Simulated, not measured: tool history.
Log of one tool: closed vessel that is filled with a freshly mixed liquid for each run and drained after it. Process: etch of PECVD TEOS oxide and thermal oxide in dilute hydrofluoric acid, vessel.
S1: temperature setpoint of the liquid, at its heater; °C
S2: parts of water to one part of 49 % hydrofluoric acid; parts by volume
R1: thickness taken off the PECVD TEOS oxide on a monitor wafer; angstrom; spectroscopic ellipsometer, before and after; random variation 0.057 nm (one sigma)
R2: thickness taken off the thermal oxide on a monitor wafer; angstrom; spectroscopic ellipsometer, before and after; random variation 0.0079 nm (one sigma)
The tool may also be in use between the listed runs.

{"run": 1, "hour": 0.0, "S1": 24.0, "S2": 60, "time in the liquid (s)": 60, "R1": 161.93, "R2": 43.445}
{"run": 2, "hour": 3.1, "S1": 22.0, "S2": 70, "time in the liquid (s)": 60, "R1": 127.39, "R2": 33.724}
{"run": 3, "hour": 12.3, "S1": 20.5, "S2": 80, "time in the liquid (s)": 60, "R1": 102.52, "R2": 27.108}
{"run": 4, "hour": 20.4, "S1": 20.5, "S2": 80, "time in the liquid (s)": 45, "R1": 76.233, "R2": 20.433}
{"run": 5, "hour": 27.6, "S1": 22.0, "S2": 80, "time in the liquid (s)": 45, "R1": 81.978, "R2": 21.669}
{"run": 6, "hour": 31.9, "S1": 22.0, "S2": 60, "time in the liquid (s)": 45, "R1": 114.07, "R2": 29.596}

Run 7 comes next. What will it give?
{"run": 7, "hour": 34.9, "S1": 20.5, "S2": 65, "time in the liquid (s)": 45, "R1": "?", "R2": "?"}

{"run 7": {"R1": 97.133, "R2": 25.567}}
